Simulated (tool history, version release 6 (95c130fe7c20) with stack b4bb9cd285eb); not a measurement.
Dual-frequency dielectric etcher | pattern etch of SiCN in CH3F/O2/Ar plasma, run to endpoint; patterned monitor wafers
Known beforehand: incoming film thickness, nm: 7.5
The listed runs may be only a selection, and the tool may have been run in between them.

| run | hour | source power (kW) | bias power (kW) | endpoint time (s) |
|---|---|---|---|---|
| 1 | 0.0 | 0.510 | 0.065 | 17.837 |
| 2 | 5.6 | 0.440 | 0.065 | 18.427 |
| 3 | 9.0 | 0.440 | 0.074 | 17.426 |
| 4 | 12.9 | 0.440 | 0.082 | 16.600 |
| 5 | 19.0 | 0.500 | 0.082 | 16.109 |
| 6 | 26.2 | 0.520 | 0.083 | 15.733 |
| 7 | 33.1 | 0.530 | 0.083 | 15.818 |

Expected results for the next run?
| 8 | 41.1 | 0.540 | 0.084 | ? |

Run 8 gave endpoint time (s) 15.670.
